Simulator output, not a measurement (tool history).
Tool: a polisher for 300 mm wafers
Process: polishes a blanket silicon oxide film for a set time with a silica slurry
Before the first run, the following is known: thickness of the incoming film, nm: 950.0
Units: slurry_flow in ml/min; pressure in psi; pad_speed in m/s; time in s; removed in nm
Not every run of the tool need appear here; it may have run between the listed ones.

Run 1, day 0: slurry_flow 270 ml/min, pressure 4.7 psi, pad_speed 1.1 m/s, slurry_solids 1, time 122 s. Result: removed 379.9 nm.
Run 2, day 0.033: slurry_flow 270 ml/min, pressure 4.1 psi, pad_speed 1.08 m/s, slurry_solids 1, time 122 s. Result: removed 328.9 nm.
Run 3, day 0.229: slurry_flow 270 ml/min, pressure 4.1 psi, pad_speed 1.08 m/s, slurry_solids 1, time 122 s. Result: removed 329.65 nm.
Run 4, day 0.6: slurry_flow 270 ml/min, pressure 3.7 psi, pad_speed 1.08 m/s, slurry_solids 1, time 122 s. Result: removed 300.74 nm.
Run 5, day 0.908: slurry_flow 270 ml/min, pressure 3.4 psi, pad_speed 1.08 m/s, slurry_solids 1, time 122 s. Result: removed 266.35 nm.
Run 6, day 1.071: slurry_flow 270 ml/min, pressure 3.2 psi, pad_speed 1.08 m/s, slurry_solids 1, time 122 s. Result: removed 258.92 nm.
Run 7, day 1.275: slurry_flow 270 ml/min, pressure 2.1 psi, pad_speed 1.06 m/s, slurry_solids 1, time 122 s. Result: removed 172.47 nm.
Run 8, day 1.412: slurry_flow 270 ml/min, pressure 2.2 psi, pad_speed 1.06 m/s, slurry_solids 1, time 122 s. Result: removed 179.62 nm.

Run 9 has not been measured yet. What should we expect?
Run 9, day 1.479: slurry_flow 270 ml/min, pressure 2.2 psi, pad_speed 1.06 m/s, slurry_solids 1, time 122 s. Result: removed ?.

{"run 9": {"removed": 174.05}}
